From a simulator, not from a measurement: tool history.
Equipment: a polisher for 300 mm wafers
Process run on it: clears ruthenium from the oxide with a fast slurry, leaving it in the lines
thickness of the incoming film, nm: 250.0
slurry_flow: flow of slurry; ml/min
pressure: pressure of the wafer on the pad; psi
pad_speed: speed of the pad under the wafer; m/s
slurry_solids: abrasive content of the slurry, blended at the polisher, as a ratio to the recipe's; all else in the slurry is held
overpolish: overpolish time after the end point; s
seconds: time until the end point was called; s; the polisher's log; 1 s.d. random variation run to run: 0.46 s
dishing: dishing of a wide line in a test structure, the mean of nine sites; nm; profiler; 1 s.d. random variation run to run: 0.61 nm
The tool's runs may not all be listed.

| run | day | slurry_flow | pressure | pad_speed | slurry_solids | overpolish | seconds | dishing |
|---|---|---|---|---|---|---|---|---|
| 1 | 0 | 140 | 2.9 | 1.26 | 1 | 29 | 50.792 | 42.216 |
| 2 | 0.208 | 140 | 2.9 | 1.26 | 1 | 38 | 52.053 | 44.109 |
| 3 | 0.25 | 140 | 2.9 | 1.12 | 1 | 38 | 54.947 | 42.964 |
| 4 | 0.379 | 140 | 2.4 | 1.12 | 1 | 38 | 69.187 | 41.403 |
| 5 | 0.592 | 140 | 2.7 | 1.12 | 1 | 34 | 60.768 | 40.914 |
| 6 | 0.721 | 120 | 2.7 | 1.12 | 1 | 34 | 63.67 | 41.139 |
| 7 | 0.867 | 130 | 3 | 1.12 | 1 | 32 | 55.56 | 40.934 |
| 8 | 1.179 | 135 | 3.3 | 1.12 | 1 | 31 | 49.892 | 42.15 |
| 9 | 1.475 | 140 | 3.5 | 1.14 | 1 | 29 | 46.345 | 41.392 |
| 10 | 1.696 | 140 | 3.7 | 1.16 | 1 | 28 | 44.967 | 42.087 |
| 11 | 1.788 | 140 | 3.8 | 1.2 | 1 | 26 | 40.107 | 42.138 |
| 12 | 2.162 | 145 | 4.5 | 1.22 | 1 | 22 | 34.905 | 41.901 |

What does the tool deliver on the next run?
| 13 | 2.471 | 145 | 4.5 | 1.26 | 1 | 22 | ? | ? |

{"run 13": {"seconds": 32.97, "dishing": 43.059}}
